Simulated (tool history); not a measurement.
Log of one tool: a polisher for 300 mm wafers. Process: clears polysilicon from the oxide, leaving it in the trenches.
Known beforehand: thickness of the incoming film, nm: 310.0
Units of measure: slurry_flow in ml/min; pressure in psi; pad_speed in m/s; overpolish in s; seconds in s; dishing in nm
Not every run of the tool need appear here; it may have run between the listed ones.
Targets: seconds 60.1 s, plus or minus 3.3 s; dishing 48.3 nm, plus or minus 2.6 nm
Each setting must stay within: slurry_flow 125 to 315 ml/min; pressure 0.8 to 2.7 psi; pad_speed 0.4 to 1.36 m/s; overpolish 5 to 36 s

Run 1, hour 0: slurry_flow 205 ml/min, pressure 1.7 psi, pad_speed 0.88 m/s, overpolish 18 s. Result: seconds 36.243 s, dishing 65.416 nm.
Run 2, hour 6.2: slurry_flow 250 ml/min, pressure 1.7 psi, pad_speed 0.88 m/s, overpolish 18 s. Result: seconds 34.779 s, dishing 64.744 nm.
Run 3, hour 6.8: slurry_flow 250 ml/min, pressure 1.6 psi, pad_speed 0.88 m/s, overpolish 17 s. Result: seconds 36.868 s, dishing 64.438 nm.
Run 4, hour 14.3: slurry_flow 255 ml/min, pressure 1.5 psi, pad_speed 0.84 m/s, overpolish 15 s. Result: seconds 41.742 s, dishing 57.599 nm.
Run 5, hour 22.9: slurry_flow 255 ml/min, pressure 1.5 psi, pad_speed 0.84 m/s, overpolish 8 s. Result: seconds 41.099 s, dishing 41.274 nm.
Run 6, hour 26.9: slurry_flow 255 ml/min, pressure 1.5 psi, pad_speed 0.66 m/s, overpolish 8 s. Result: seconds 53.291 s, dishing 35.287 nm.
Run 7, hour 32.5: slurry_flow 255 ml/min, pressure 1.4 psi, pad_speed 0.68 m/s, overpolish 9 s. Result: seconds 52.705 s, dishing 38.259 nm.
Run 8, hour 33.1: slurry_flow 255 ml/min, pressure 1.3 psi, pad_speed 0.68 m/s, overpolish 10 s. Result: seconds 57.766 s, dishing 37.908 nm.
Run 9, hour 36.4: slurry_flow 255 ml/min, pressure 1.3 psi, pad_speed 0.68 m/s, overpolish 11 s. Result: seconds 59.074 s, dishing 41.351 nm.
Run 10, hour 43: slurry_flow 255 ml/min, pressure 1.2 psi, pad_speed 0.7 m/s, overpolish 13 s. Result: seconds 62.173 s, dishing 43.306 nm.

5 candidate next runs follow, results not yet known. Just one meets every target within its allowed miss. Identify it.
Run A, hour 49.6: slurry_flow 305 ml/min, pressure 1.4 psi, pad_speed 0.6 m/s, overpolish 13 s. Result: seconds ?, dishing ?.
Run B, hour 49.6: slurry_flow 265 ml/min, pressure 1.1 psi, pad_speed 0.78 m/s, overpolish 15 s. Result: seconds ?, dishing ?.
Run C, hour 49.6: slurry_flow 220 ml/min, pressure 1.2 psi, pad_speed 0.7 m/s, overpolish 10 s. Result: seconds ?, dishing ?.
Run D, hour 49.6: slurry_flow 285 ml/min, pressure 1.5 psi, pad_speed 0.46 m/s, overpolish 19 s. Result: seconds ?, dishing ?.
Run E, hour 49.6: slurry_flow 275 ml/min, pressure 1.1 psi, pad_speed 0.74 m/s, overpolish 11 s. Result: seconds ?, dishing ?.

move  seconds  dishing
   A   60.807   43.255
   B   60.285   47.197
   C   62.714   35.792
   D   73.663   48.126
   E   63.214    37.97
A: neither nearer nor further off than the last run
B: in spec on every target
C: further off than the last run
D: brings the result that was furthest off to its target, and leaves another outside
E: further off than the last run
Correct choice: B, which meets every target
